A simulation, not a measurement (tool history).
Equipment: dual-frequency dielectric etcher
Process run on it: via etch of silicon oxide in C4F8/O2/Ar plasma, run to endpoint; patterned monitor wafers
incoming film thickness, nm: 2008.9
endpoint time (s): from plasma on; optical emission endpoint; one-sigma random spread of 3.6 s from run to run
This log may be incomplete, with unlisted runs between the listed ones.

run	hour	source power (W)	bias power (W)	endpoint time (s)
1	0	1640	2828	395.16
2	5.3	1640	3136	381.38
3	7.5	1530	3000	408.56
4	16.1	1460	2977	415.02
5	24.2	1670	2977	386.82
6	31.4	1670	3159	376.4
7	39.8	1340	2593	460.89

Estimate the outcome of run 8 from the log above:
8	48	1320	2587	?

{"run 8": {"endpoint time (s)": 463.59}}
